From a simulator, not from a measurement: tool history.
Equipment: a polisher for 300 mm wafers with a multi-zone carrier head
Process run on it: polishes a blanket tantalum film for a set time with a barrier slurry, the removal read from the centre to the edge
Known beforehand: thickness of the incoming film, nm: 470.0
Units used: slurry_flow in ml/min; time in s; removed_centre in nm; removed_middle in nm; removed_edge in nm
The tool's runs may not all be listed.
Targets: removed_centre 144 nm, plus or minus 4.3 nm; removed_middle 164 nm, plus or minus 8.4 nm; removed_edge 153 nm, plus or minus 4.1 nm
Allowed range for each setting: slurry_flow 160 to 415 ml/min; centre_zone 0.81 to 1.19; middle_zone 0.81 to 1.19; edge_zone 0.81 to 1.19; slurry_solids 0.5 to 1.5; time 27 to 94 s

run	hour	slurry_flow	centre_zone	middle_zone	edge_zone	slurry_solids	time	removed_centre	removed_middle	removed_edge
1	0	265	1	1	1	1	60	109.35	106.53	109.46
2	5.4	275	1	1.06	1.04	1.15	62	118.93	119.69	119.82
3	6.2	275	1.06	1.06	1.04	1.15	62	124.59	124.35	120.59
4	7.5	275	1.04	1.1	1.07	1.25	64	130.59	133.61	126.93
5	11.5	325	1.04	1.1	1.07	1.25	64	131.23	136.29	129.54
6	14.4	325	1.04	1.1	1.07	1.15	64	130.08	136.25	126.32
7	15.3	350	1.01	1.19	1.15	1.4	68	140.87	159.17	147.05
8	19.9	355	1.01	1.19	1.15	1.45	68	142.61	162.57	148.66

Exercise: of the 5 proposed moves below, exactly one satisfies all targets within the stated allowed misses. Which move is it?
A	24.5	350	1.07	1.18	1.17	1.45	70	?	?	?
B	24.5	415	0.99	1.19	0.91	1.25	76	?	?	?
C	24.5	415	0.98	1.16	1.14	1.5	69	?	?	?
D	24.5	245	1.06	1.17	1.13	1.5	72	?	?	?
E	24.5	355	1.05	1.18	1.15	1.5	69	?	?	?

move	removed_centre	removed_middle	removed_edge
A	157.24	167.92	154.96
B	154.64	179.79	145.38
C	144.94	166.53	153.42
D	155.28	166.85	153.67
E	153.4	166.97	152.66
A: corrects the largest miss of the last run, while another result sits out of spec
B: misses by more than the last run did
C: every result within its allowed miss
D: corrects the largest miss of the last run, while another result sits out of spec
E: corrects the largest miss of the last run, while another result sits out of spec
Correct choice: C, which meets every target

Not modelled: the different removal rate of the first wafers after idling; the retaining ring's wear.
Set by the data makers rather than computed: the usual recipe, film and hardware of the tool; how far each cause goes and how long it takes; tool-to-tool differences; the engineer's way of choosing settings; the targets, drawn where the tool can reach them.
